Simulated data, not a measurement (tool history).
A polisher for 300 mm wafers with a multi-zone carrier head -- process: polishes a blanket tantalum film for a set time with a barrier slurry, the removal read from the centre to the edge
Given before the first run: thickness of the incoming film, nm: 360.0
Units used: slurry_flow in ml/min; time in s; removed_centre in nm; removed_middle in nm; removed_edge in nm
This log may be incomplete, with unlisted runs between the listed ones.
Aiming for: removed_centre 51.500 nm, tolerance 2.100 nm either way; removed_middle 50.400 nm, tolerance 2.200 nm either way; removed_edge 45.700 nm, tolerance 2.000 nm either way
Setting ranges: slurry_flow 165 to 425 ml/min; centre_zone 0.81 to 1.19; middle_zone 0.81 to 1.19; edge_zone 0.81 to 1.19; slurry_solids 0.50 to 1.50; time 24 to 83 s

run  hour  slurry_flow  centre_zone  middle_zone  edge_zone  slurry_solids  time  removed_centre  removed_middle  removed_edge
  1   0.0          275         1.00         1.00       1.00           1.00    53          49.028          49.709        50.578
  2   3.3          275         1.03         1.00       1.00           1.00    53          50.933          50.051        51.483
  3  10.9          275         1.03         1.00       1.00           0.80    53          47.479          47.154        46.642
  4  13.2          275         1.03         1.00       1.07           0.80    53          47.061          46.262        47.785
  5  22.1          280         1.05         1.02       1.05           0.80    53          47.123          47.552        48.685
  6  30.9          280         1.05         1.02       1.05           0.80    65          58.256          57.898        59.797
  7  36.4          280         1.05         1.01       1.01           0.75    64          56.999          55.820        55.557
  8  42.8          280         1.04         1.00       0.98           0.70    64          55.197          53.306        54.046
  9  48.2          280         1.05         1.01       0.95           0.65    64          53.668          52.381        50.466
 10  56.1          280         1.05         1.01       0.93           0.65    64          53.001          53.229        51.398
 11  63.8          280         1.07         1.01       0.91           0.60    64          53.375          51.378        49.322
 12  71.8          280         1.07         1.01       0.89           0.60    64          53.919          51.223        48.550
 13  76.0          270         1.04         1.03       0.83           0.50    64          48.330          47.340        43.108
 14  76.6          280         1.05         1.03       0.84           0.50    64          48.320          47.721        44.677
 15  81.3          280         1.06         1.04       0.84           0.50    64          48.396          47.920        43.501
     83.1  -- worn pad replaced by a new one
 16  83.1          280         1.07         1.04       0.85           0.50    64          56.648          56.058        50.673
 17  86.5          265         1.07         1.04       0.85           0.50    64          55.975          53.962        50.868
 18  89.2          270         1.07         1.04       0.85           0.50    64          54.635          55.094        50.706

Next run, 5 choices. One meets every target within its allowed miss, the rest don't. Which?
  A  91.9          240         0.97         1.10       0.98           0.50    61               ?               ?             ?
  B  91.9          195         0.88         1.00       0.94           0.50    65               ?               ?             ?
  C  91.9          215         1.10         1.06       1.06           0.50    59               ?               ?             ?
  D  91.9          285         1.17         1.03       0.81           0.55    56               ?               ?             ?
  E  91.9          170         1.10         1.06       0.82           0.55    61               ?               ?             ?

move  removed_centre  removed_middle  removed_edge
   A          47.455          52.594        49.848
   B          45.151          50.058        50.908
   C          49.877          48.466        49.520
   D          54.044          48.541        44.441
   E          51.210          50.029        45.839
A: nearer the targets than the last run, but a result is still out of spec
B: further off than the last run
C: nearer the targets than the last run, but a result is still out of spec
D: gets the furthest-off result to its target, but another result is out of tolerance
E: meets every target
The move that meets every target is E.
